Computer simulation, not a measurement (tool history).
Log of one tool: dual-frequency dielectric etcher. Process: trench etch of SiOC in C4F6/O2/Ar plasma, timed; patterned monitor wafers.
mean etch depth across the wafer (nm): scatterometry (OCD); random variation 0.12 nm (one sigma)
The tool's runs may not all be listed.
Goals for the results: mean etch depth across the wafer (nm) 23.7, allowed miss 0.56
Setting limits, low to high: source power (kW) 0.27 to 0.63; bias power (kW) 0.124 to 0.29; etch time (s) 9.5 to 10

run,hour,source power (kW),bias power (kW),etch time (s),mean etch depth across the wafer (nm)
1,0,0.45,0.207,10,21.003
2,5.7,0.38,0.207,10,19.242
3,8.7,0.32,0.207,10,17.393
4,9.3,0.36,0.21,10,18.7
5,14.6,0.36,0.185,10,17.852
6,23.2,0.36,0.214,10,18.866
7,24.1,0.45,0.247,10,22.317
8,30.1,0.46,0.248,10,22.959
9,39,0.47,0.249,10,22.909

Which of these 5 next moves meets every target?
A,47.9,0.47,0.245,10,?
B,47.9,0.48,0.218,10,?
C,47.9,0.48,0.262,10,?
D,47.9,0.47,0.229,10,?
E,47.9,0.45,0.287,9.5,?

move,mean etch depth across the wafer (nm)
A,22.691
B,21.964
C,23.515
D,22.129
E,22.379
A: further off than the last run
B: further off than the last run
C: each result inside its tolerance
D: further off than the last run
E: further off than the last run
The right move is C.
